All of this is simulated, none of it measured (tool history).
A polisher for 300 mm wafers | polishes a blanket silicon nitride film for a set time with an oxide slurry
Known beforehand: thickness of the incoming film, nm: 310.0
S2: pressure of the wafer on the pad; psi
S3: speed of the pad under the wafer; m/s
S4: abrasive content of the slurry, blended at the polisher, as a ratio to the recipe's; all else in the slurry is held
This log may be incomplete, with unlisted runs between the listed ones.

Run 1, hour 0: flow of slurry (ml/min) 215, S2 4.1 psi, S3 1.3 m/s, S4 1, polishing time (s) 41. Result: film removed (Å) 279.
Run 2, hour 5.6: flow of slurry (ml/min) 215, S2 4.4 psi, S3 1.3 m/s, S4 1, polishing time (s) 41. Result: film removed (Å) 298.94.
Run 3, hour 10.5: flow of slurry (ml/min) 215, S2 4.7 psi, S3 1.3 m/s, S4 1, polishing time (s) 41. Result: film removed (Å) 317.49.
Run 4, hour 16.5: flow of slurry (ml/min) 215, S2 5.3 psi, S3 1.3 m/s, S4 1, polishing time (s) 41. Result: film removed (Å) 348.29.
Run 5, hour 17.8: flow of slurry (ml/min) 215, S2 5.5 psi, S3 1.32 m/s, S4 1, polishing time (s) 41. Result: film removed (Å) 367.02.
Run 6, hour 22.8: flow of slurry (ml/min) 215, S2 5 psi, S3 1.32 m/s, S4 1, polishing time (s) 41. Result: film removed (Å) 343.46.

Run 7 has not been measured yet. What should we expect?
Run 7, hour 28.7: flow of slurry (ml/min) 215, S2 5.2 psi, S3 1.32 m/s, S4 1, polishing time (s) 41. Result: film removed (Å) ?.

Run 7 came out at film removed (Å) 353.71.
